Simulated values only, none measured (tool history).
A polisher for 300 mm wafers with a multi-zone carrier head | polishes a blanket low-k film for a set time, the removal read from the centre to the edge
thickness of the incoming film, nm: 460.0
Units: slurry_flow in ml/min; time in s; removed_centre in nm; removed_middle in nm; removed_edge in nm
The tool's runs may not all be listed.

run,day,slurry_flow,centre_zone,middle_zone,edge_zone,slurry_solids,time,removed_centre,removed_middle,removed_edge
1,0.000,230,1.00,1.00,1.00,1.00,35,10.1340,10.0090,10.4610
2,0.079,230,1.00,1.00,0.94,1.00,35,9.9872,10.0660,10.1700
3,0.304,175,1.00,1.00,0.94,1.00,35,9.3483,9.5048,9.4951
4,0.488,175,1.00,1.00,0.90,1.00,35,9.4604,9.5222,9.2337
5,0.683,175,1.05,1.00,0.90,1.00,35,9.8610,9.4304,9.4857
6,0.858,175,1.05,1.08,0.90,1.00,35,10.0040,10.0750,9.2424
7,1.017,200,1.06,1.10,0.92,1.05,35,10.1690,10.6990,9.7765
8,1.350,215,1.09,1.11,0.91,1.10,35,11.1450,11.2430,10.2360
9,1.712,235,1.10,1.12,0.91,1.10,35,11.2120,11.5380,10.4830
10,1.833,245,1.12,1.13,0.91,1.10,35,11.3910,11.7850,9.9626
11,2.046,250,1.13,1.12,0.93,1.15,35,12.1450,11.7840,10.4040

Run 12 comes next. What will it give?
12,2.171,260,1.13,1.12,0.94,1.15,35,?,?,?

removed_centre: 12.2360 nm
removed_middle: 11.7150 nm
removed_edge: 10.6650 nm
